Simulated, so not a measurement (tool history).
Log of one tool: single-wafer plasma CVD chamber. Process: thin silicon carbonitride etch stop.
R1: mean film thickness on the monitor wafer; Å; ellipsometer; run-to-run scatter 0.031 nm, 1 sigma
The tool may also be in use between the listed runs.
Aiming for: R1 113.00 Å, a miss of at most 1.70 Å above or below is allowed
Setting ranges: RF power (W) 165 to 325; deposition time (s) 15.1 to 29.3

Run 1, hour 0.0: RF power (W) 245, deposition time (s) 22.2. Result: R1 126.31 Å.
Run 2, hour 1.8: RF power (W) 240, deposition time (s) 22.1. Result: R1 125.12 Å.
Run 3, hour 8.5: RF power (W) 240, deposition time (s) 20.7. Result: R1 117.18 Å.
Run 4, hour 10.2: RF power (W) 240, deposition time (s) 21.9. Result: R1 123.74 Å.
Run 5, hour 12.9: RF power (W) 235, deposition time (s) 21.8. Result: R1 122.79 Å.
Run 6, hour 21.4: RF power (W) 260, deposition time (s) 21.8. Result: R1 127.25 Å.
Run 7, hour 27.1: RF power (W) 255, deposition time (s) 21.8. Result: R1 126.80 Å.
Run 8, hour 34.6: RF power (W) 250, deposition time (s) 21.8. Result: R1 125.45 Å.
Run 9, hour 36.4: RF power (W) 245, deposition time (s) 21.8. Result: R1 124.49 Å.
Run 10, hour 43.9: RF power (W) 240, deposition time (s) 21.8. Result: R1 123.82 Å.
Run 11, hour 45.2: RF power (W) 235, deposition time (s) 21.8. Result: R1 122.37 Å.
Run 12, hour 49.5: RF power (W) 230, deposition time (s) 21.8. Result: R1 121.32 Å.
Run 13, hour 57.7: RF power (W) 225, deposition time (s) 21.8. Result: R1 120.82 Å.
Run 14, hour 65.9: RF power (W) 185, deposition time (s) 21.3. Result: R1 109.22 Å.

Consider the 5 candidate settings below. Which is the only one whose results all fall within their allowed miss of target?
Run A, hour 74.1: RF power (W) 205, deposition time (s) 20.0. Result: R1 ?.
Run B, hour 74.1: RF power (W) 205, deposition time (s) 19.2. Result: R1 ?.
Run C, hour 74.1: RF power (W) 180, deposition time (s) 23.0. Result: R1 ?.
Run D, hour 74.1: RF power (W) 170, deposition time (s) 22.8. Result: R1 ?.
Run E, hour 74.1: RF power (W) 190, deposition time (s) 22.7. Result: R1 ?.

move      R1
   A  106.26
   B  102.01
   C  116.04
   D  112.36
   E  117.05
A: moves away from the targets compared with the last run
B: moves away from the targets compared with the last run
C: takes the result that was furthest off past its target
D: in spec on every target
E: takes the result that was furthest off past its target
Correct choice: D, which meets every target
